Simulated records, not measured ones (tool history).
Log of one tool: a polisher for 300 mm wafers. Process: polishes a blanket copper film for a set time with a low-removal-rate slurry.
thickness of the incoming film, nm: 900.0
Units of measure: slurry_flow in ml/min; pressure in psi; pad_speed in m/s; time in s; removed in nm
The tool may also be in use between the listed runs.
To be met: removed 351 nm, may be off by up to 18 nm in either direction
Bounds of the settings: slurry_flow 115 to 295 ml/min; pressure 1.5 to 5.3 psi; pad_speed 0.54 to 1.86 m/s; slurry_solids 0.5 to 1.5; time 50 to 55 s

| run | day | slurry_flow | pressure | pad_speed | slurry_solids | time | removed |
|---|---|---|---|---|---|---|---|
| 1 | 0 | 190 | 3.4 | 1.18 | 1 | 55 | 178.1 |
| 2 | 0.371 | 190 | 3.4 | 1.18 | 1.1 | 55 | 181.33 |
| 3 | 0.488 | 190 | 3.4 | 0.98 | 1.1 | 55 | 152.44 |
| 4 | 0.546 | 190 | 3.8 | 1.06 | 1.1 | 55 | 179.86 |
| 5 | 0.625 | 190 | 4.1 | 1.14 | 1.1 | 55 | 206.21 |
| 6 | 0.783 | 190 | 4.1 | 0.92 | 1.1 | 55 | 169.38 |
| 7 | 1.012 | 200 | 5.1 | 1.26 | 1.15 | 55 | 287.51 |
|  | 1.308 | slurry blender recalibrated |
| 8 | 1.308 | 200 | 5.1 | 1.3 | 1.15 | 55 | 316.24 |

4 next moves are on the table. One of them brings every result within its allowed miss. Which?
| A | 1.604 | 205 | 5 | 1.32 | 1.15 | 53 | ? |
| B | 1.604 | 180 | 4.8 | 1.36 | 1 | 55 | ? |
| C | 1.604 | 155 | 5.3 | 1.24 | 1.05 | 55 | ? |
| D | 1.604 | 170 | 5.3 | 1.36 | 1.2 | 55 | ? |

| move | removed |
|---|---|
| A | 311.5 |
| B | 305.05 |
| C | 303.35 |
| D | 346.36 |
A: further off than the last run
B: further off than the last run
C: further off than the last run
D: hits every target within its allowed miss
Go with D: it meets all targets.

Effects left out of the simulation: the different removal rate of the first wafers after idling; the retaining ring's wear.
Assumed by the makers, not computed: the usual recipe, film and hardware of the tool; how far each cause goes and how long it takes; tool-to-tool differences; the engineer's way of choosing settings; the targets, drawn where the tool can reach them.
